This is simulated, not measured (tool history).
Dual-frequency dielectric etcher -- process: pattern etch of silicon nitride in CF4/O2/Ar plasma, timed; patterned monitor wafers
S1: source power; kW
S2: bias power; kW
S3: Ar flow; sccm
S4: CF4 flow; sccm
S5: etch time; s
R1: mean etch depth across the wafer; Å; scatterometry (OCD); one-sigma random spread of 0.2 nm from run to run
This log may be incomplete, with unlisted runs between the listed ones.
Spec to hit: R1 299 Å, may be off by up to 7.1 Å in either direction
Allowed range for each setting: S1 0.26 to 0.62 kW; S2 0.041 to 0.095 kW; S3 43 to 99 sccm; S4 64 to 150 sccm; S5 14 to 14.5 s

run 1 day=0 | S1=0.44 S2=0.068 S3=71 S4=107 S5=14 | R1=254.65
run 2 day=0.038 | S1=0.44 S2=0.068 S3=71 S4=107 S5=14 | R1=252.44
run 3 day=0.238 | S1=0.44 S2=0.068 S3=71 S4=116 S5=14 | R1=258.42
run 4 day=0.504 | S1=0.44 S2=0.068 S3=71 S4=116 S5=14 | R1=256.53
run 5 day=0.675 | S1=0.44 S2=0.068 S3=80 S4=116 S5=14 | R1=253.58
run 6 day=1.05 | S1=0.44 S2=0.08 S3=80 S4=116 S5=14 | R1=271.29
run 7 day=1.417 | S1=0.45 S2=0.08 S3=80 S4=116 S5=14 | R1=277.47
run 8 day=1.442 | S1=0.46 S2=0.08 S3=80 S4=116 S5=14 | R1=284.12
run 9 day=1.775 | S1=0.47 S2=0.08 S3=80 S4=116 S5=14 | R1=287.14

Below are 5 possible settings for the next run. Only one of them brings all results inside the allowed miss of their targets. Which is it?
run A day=2.108 | S1=0.48 S2=0.073 S3=81 S4=136 S5=14 | R1=?
run B day=2.108 | S1=0.44 S2=0.083 S3=66 S4=93 S5=14.5 | R1=?
run C day=2.108 | S1=0.44 S2=0.081 S3=79 S4=123 S5=14 | R1=?
run D day=2.108 | S1=0.5 S2=0.082 S3=77 S4=118 S5=14.5 | R1=?
run E day=2.108 | S1=0.48 S2=0.079 S3=83 S4=120 S5=14.5 | R1=?

move=A R1=286.12
move=B R1=282.91
move=C R1=276.17
move=D R1=318.41
move=E R1=301.58
A: misses by more than the last run did
B: misses by more than the last run did
C: misses by more than the last run did
D: pushes the last run's worst result past its target
E: hits every target within its allowed miss
So the answer is move E, the one that meets all the targets.
